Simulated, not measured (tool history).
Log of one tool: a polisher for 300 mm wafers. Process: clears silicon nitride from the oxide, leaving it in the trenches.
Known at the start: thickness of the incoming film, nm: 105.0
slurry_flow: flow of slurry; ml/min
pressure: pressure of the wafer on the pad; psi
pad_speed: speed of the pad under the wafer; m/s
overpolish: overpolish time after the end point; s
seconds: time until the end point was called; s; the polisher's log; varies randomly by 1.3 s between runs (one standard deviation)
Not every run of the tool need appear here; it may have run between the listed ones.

Run 1, hour 0: slurry_flow 230 ml/min, pressure 3.2 psi, pad_speed 1.16 m/s, overpolish 10 s. Result: seconds 76.268 s.
Run 2, hour 1: slurry_flow 280 ml/min, pressure 3.2 psi, pad_speed 1.16 m/s, overpolish 10 s. Result: seconds 75.552 s.
Run 3, hour 10: slurry_flow 300 ml/min, pressure 3.2 psi, pad_speed 1.16 m/s, overpolish 10 s. Result: seconds 75.214 s.
Run 4, hour 11.3: slurry_flow 300 ml/min, pressure 2.8 psi, pad_speed 1.16 m/s, overpolish 10 s. Result: seconds 84.568 s.
Run 5, hour 15.6: slurry_flow 325 ml/min, pressure 2.8 psi, pad_speed 1.16 m/s, overpolish 10 s. Result: seconds 82.44 s.
Run 6, hour 18.3: slurry_flow 325 ml/min, pressure 2.5 psi, pad_speed 1.16 m/s, overpolish 10 s. Result: seconds 92.317 s.
Run 7, hour 20.6: slurry_flow 325 ml/min, pressure 2.3 psi, pad_speed 1.16 m/s, overpolish 10 s. Result: seconds 97.708 s.
Run 8, hour 21.9: slurry_flow 325 ml/min, pressure 2.2 psi, pad_speed 1.16 m/s, overpolish 10 s. Result: seconds 102.36 s.

Run 9 has not been measured yet. What should we expect?
Run 9, hour 23.5: slurry_flow 320 ml/min, pressure 2.1 psi, pad_speed 1.16 m/s, overpolish 10 s. Result: seconds ?.

seconds: 108.12 s
